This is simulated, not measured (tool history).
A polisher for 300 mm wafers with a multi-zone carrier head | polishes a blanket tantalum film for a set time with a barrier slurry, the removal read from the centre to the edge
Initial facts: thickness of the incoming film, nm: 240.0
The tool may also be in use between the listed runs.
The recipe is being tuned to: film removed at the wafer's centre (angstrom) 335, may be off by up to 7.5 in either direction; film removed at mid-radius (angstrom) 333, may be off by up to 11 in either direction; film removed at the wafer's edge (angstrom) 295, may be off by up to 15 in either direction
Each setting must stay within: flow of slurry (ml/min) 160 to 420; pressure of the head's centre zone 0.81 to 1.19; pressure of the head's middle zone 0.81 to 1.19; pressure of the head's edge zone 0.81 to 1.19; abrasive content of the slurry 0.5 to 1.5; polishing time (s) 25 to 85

run	hour	flow of slurry (ml/min)	pressure of the head's centre zone	pressure of the head's middle zone	pressure of the head's edge zone	abrasive content of the slurry	polishing time (s)	film removed at the wafer's centre (angstrom)	film removed at mid-radius (angstrom)	film removed at the wafer's edge (angstrom)
1	0	270	1	1	1	1	55	546.63	555.93	524.68
2	5.3	270	1	1	0.98	0.95	53	509.73	512.61	500.25
3	6.2	280	1.01	1.02	0.96	0.9	51	491.95	490.1	475.75
4	15.1	275	1.02	1.04	0.94	0.85	49	461.27	475.56	431.96
5	21.3	275	1.02	1.04	0.94	0.65	49	401.18	407.92	374.57
6	24.7	275	1.02	1.04	0.94	0.65	38	310.7	311.98	290.66
7	26.3	285	1.02	1.04	0.94	0.65	38	310.24	309.29	292.98
8	32.9	285	1.03	1.05	0.94	0.65	38	312.49	316.92	288.53

Next run, 4 choices. One meets every target within its allowed miss, the rest don't. Which?
A	39.5	290	0.99	1.01	0.94	0.7	42	?	?	?
B	39.5	280	1.07	1.11	0.94	0.95	32	?	?	?
C	39.5	335	1.1	1	0.98	0.85	32	?	?	?
D	39.5	355	1.14	1.1	0.95	0.9	32	?	?	?

move	film removed at the wafer's centre (angstrom)	film removed at mid-radius (angstrom)	film removed at the wafer's edge (angstrom)
A	355.1	367.71	327.95
B	337.61	339.97	288.35
C	337.82	312.28	284.09
D	361.25	338.62	288.42
A: carries the result that was furthest off beyond its target, to the other side
B: all results in spec
C: the furthest-off result lands on target, but another misses its tolerance
D: carries the result that was furthest off beyond its target, to the other side
The move that meets every target is B.
